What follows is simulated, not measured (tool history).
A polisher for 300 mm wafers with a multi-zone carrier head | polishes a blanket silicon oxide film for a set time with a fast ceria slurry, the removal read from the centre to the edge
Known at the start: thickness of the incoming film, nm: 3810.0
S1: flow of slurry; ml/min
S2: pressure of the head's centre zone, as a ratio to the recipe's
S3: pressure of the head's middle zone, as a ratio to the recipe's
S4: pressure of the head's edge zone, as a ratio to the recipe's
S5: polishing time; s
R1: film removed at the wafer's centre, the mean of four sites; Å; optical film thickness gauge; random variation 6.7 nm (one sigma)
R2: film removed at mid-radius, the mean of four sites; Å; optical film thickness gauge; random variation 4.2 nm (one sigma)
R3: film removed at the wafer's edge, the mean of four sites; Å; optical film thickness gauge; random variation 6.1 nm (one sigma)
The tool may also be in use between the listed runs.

run,day,S1,S2,S3,S4,S5,R1,R2,R3
1,0,230,1,1,1,46,6862.2,6893.8,6879.3
2,0.271,225,1.03,0.95,0.96,43,6594.1,6168.2,6139.1
3,0.525,215,1.05,0.9,0.96,42,6415,5748.1,6007.5
4,0.562,215,0.97,0.9,0.96,42,6060.5,5637.4,6034.6
5,0.858,210,1.01,0.87,0.94,41,5887.6,5351.3,5852.4
6,1.092,210,1.06,0.85,0.92,40,6130.1,5201.3,5588.5

Run 7 comes next. What will it give?
7,1.179,205,1.08,0.84,0.91,40,?,?,?

{"run 7": {"R1": 6283.2, "R2": 5105.3, "R3": 5510}}
